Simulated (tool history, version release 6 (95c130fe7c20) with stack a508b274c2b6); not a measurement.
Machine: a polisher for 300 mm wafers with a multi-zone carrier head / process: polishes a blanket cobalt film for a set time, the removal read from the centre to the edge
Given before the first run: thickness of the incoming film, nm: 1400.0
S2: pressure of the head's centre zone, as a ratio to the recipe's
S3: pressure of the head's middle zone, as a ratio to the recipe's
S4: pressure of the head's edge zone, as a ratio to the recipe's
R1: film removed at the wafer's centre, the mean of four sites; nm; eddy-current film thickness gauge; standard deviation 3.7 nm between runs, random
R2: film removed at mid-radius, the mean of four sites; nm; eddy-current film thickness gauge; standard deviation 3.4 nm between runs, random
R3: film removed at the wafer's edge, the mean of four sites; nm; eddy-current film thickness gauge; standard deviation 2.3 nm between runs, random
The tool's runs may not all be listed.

Run 1, hour 0: flow of slurry (ml/min) 140, S2 1, S3 1, S4 1, polishing time (s) 68. Result: R1 364.85 nm, R2 373.11 nm, R3 380.98 nm.
Run 2, hour 3.8: flow of slurry (ml/min) 125, S2 1, S3 1, S4 1, polishing time (s) 68. Result: R1 362.76 nm, R2 353.65 nm, R3 368.59 nm.
Run 3, hour 10.1: flow of slurry (ml/min) 120, S2 1, S3 1, S4 0.97, polishing time (s) 67. Result: R1 342.76 nm, R2 344.3 nm, R3 362.48 nm.
Run 4, hour 18.4: flow of slurry (ml/min) 120, S2 1.03, S3 1.01, S4 0.96, polishing time (s) 64. Result: R1 337.19 nm, R2 326.33 nm, R3 340.9 nm.
At hour 24.9: slurry nozzle cleaned.
Run 5, hour 24.9: flow of slurry (ml/min) 115, S2 1.05, S3 1.03, S4 0.94, polishing time (s) 63. Result: R1 378.44 nm, R2 358.2 nm, R3 358.81 nm.
Run 6, hour 25.7: flow of slurry (ml/min) 130, S2 1.05, S3 1.03, S4 0.94, polishing time (s) 63. Result: R1 393.66 nm, R2 372.67 nm, R3 364.72 nm.
Run 7, hour 32.8: flow of slurry (ml/min) 130, S2 1.05, S3 1.02, S4 0.92, polishing time (s) 60. Result: R1 377.05 nm, R2 351.8 nm, R3 340.25 nm.
Run 8, hour 41.4: flow of slurry (ml/min) 125, S2 1.05, S3 1.01, S4 0.9, polishing time (s) 59. Result: R1 362.95 nm, R2 339.52 nm, R3 334.47 nm.
Run 9, hour 43.4: flow of slurry (ml/min) 120, S2 1.05, S3 1.01, S4 0.88, polishing time (s) 58. Result: R1 351.39 nm, R2 331.5 nm, R3 324.42 nm.
Run 10, hour 47.2: flow of slurry (ml/min) 115, S2 1.05, S3 1, S4 0.87, polishing time (s) 57. Result: R1 336.25 nm, R2 322.76 nm, R3 311.11 nm.
Run 11, hour 51.1: flow of slurry (ml/min) 115, S2 1.06, S3 0.99, S4 0.87, polishing time (s) 57. Result: R1 346.23 nm, R2 316.26 nm, R3 314.3 nm.
Run 12, hour 59.7: flow of slurry (ml/min) 110, S2 1.06, S3 0.99, S4 0.86, polishing time (s) 57. Result: R1 338.91 nm, R2 317.31 nm, R3 310.26 nm.

Forecast run 13:
Run 13, hour 67: flow of slurry (ml/min) 110, S2 1.06, S3 0.99, S4 0.86, polishing time (s) 57. Result: R1 ?, R2 ?, R3 ?.

Logged for run 13: R1 339.58 nm, R2 316.97 nm, R3 307.56 nm.
